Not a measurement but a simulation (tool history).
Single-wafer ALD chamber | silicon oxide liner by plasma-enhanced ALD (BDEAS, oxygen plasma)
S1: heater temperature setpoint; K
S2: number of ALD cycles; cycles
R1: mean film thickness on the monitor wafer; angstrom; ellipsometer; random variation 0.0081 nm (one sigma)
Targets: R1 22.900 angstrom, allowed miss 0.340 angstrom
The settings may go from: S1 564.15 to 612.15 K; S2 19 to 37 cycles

Run 1, day 0.000: S1 588.15 K, S2 28 cycles. Result: R1 24.723 angstrom.
Run 2, day 0.375: S1 589.15 K, S2 28 cycles. Result: R1 24.660 angstrom.
Run 3, day 0.638: S1 590.15 K, S2 28 cycles. Result: R1 24.567 angstrom.
Run 4, day 0.762: S1 583.15 K, S2 28 cycles. Result: R1 24.746 angstrom.
Run 5, day 0.817: S1 583.15 K, S2 30 cycles. Result: R1 26.399 angstrom.
Run 6, day 0.971: S1 583.15 K, S2 29 cycles. Result: R1 25.591 angstrom.
Run 7, day 1.288: S1 583.15 K, S2 28 cycles. Result: R1 24.682 angstrom.
Run 8, day 1.350: S1 583.15 K, S2 27 cycles. Result: R1 24.017 angstrom.

4 next moves are on the table. One of them brings every result within its allowed miss. Which?
Run A, day 1.412: S1 588.15 K, S2 25 cycles. Result: R1 ?.
Run B, day 1.412: S1 583.15 K, S2 26 cycles. Result: R1 ?.
Run C, day 1.412: S1 587.15 K, S2 29 cycles. Result: R1 ?.
Run D, day 1.412: S1 582.15 K, S2 28 cycles. Result: R1 ?.

move      R1
   A  21.935
   B  22.964
   C  25.478
   D  24.763
A: takes the result that was furthest off past its target
B: meets every target
C: further off than the last run
D: further off than the last run
Answer: B

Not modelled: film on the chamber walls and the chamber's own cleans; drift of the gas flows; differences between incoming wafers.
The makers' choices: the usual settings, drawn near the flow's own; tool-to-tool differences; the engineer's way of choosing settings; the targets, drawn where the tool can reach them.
